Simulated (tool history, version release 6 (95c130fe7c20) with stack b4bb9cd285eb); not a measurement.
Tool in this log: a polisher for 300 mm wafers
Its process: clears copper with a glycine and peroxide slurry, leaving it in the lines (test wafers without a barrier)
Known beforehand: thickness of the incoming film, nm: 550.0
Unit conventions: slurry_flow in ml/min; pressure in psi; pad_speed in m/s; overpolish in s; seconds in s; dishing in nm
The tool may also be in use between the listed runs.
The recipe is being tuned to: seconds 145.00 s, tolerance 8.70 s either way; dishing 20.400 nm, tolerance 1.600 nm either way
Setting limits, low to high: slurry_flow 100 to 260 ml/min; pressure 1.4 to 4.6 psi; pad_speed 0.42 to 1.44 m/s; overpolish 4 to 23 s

run    day  slurry_flow  pressure  pad_speed  overpolish  seconds  dishing
  1  0.000          165       3.0       0.92          12   103.13   27.354
  2  0.183          165       2.7       0.90          11   114.28   25.498
  3  0.367          165       2.5       0.88          10   126.31   21.339
  4  0.671          165       2.4       0.88          10   131.50   22.407
  5  1.029          165       3.1       0.88          10   106.95   24.591
  6  1.129          165       2.8       0.86          10   113.60   23.330
  7  1.371          165       2.6       0.84          10   124.43   21.882
  8  1.617          165       2.5       0.84          10   132.69   21.685
  9  1.850          165       2.4       0.84          10   134.31   21.467

Which one of the following 5 next-run settings gets every result inside its allowed miss? There is exactly one.
  A  2.083          110       1.9       0.90          15        ?        ?
  B  2.083          100       2.8       0.76          10        ?        ?
  C  2.083          170       2.0       0.76          11        ?        ?
  D  2.083          155       2.5       0.90           9        ?        ?
  E  2.083          165       2.6       0.86          12        ?        ?

move  seconds  dishing
   A   169.92   25.126
   B   147.90   20.829
   C   168.43   20.441
   D   127.24   21.405
   E   126.44   26.240
A: takes the result that was furthest off past its target
B: all results land within tolerance of their targets
C: takes the result that was furthest off past its target
D: further off than the last run
E: further off than the last run
Go with B: it meets all targets.
